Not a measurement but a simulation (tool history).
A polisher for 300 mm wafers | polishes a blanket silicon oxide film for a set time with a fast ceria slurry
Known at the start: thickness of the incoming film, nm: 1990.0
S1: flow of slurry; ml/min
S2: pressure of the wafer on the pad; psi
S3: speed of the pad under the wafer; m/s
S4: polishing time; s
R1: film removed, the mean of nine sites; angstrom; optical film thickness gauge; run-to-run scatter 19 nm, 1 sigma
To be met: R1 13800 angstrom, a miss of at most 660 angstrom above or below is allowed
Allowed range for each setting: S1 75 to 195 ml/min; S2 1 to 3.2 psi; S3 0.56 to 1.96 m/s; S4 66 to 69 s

run,hour,S1,S2,S3,S4,R1
1,0,125,2.1,1.26,66,7809.2
2,8,130,2.4,1.28,66,8715.4
3,11.2,130,2,1.28,66,7409.1
4,16.4,130,2.3,1.32,66,8818.4
5,23.3,130,2,1.32,66,7712.1
6,28.2,130,2.3,1.36,66,9090.1
7,32.9,130,2.5,1.38,66,10064
8,35.1,130,2.7,1.4,66,10904
9,43.6,130,2.8,1.42,66,11538
10,45.5,130,2.9,1.42,66,11979
11,49.8,130,3,1.42,66,12471
12,56.4,130,3,1.42,66,12485
13,64.6,130,3,1.42,66,12455
14,66.6,130,3.1,1.42,66,12553
15,67.4,130,3.1,1.44,66,13059

Which of these 5 next moves meets every target?
A,68.2,135,3.1,1.66,69,?
B,68.2,105,3.2,1.38,68,?
C,68.2,125,2.9,1.68,66,?
D,68.2,100,3.1,1.46,66,?
E,68.2,150,2.5,1.6,68,?

move,R1
A,16328
B,12666
C,14433
D,12336
E,12985
A: takes the result that was furthest off past its target
B: further off than the last run
C: all results in spec
D: further off than the last run
E: further off than the last run
Move C is the one to make.
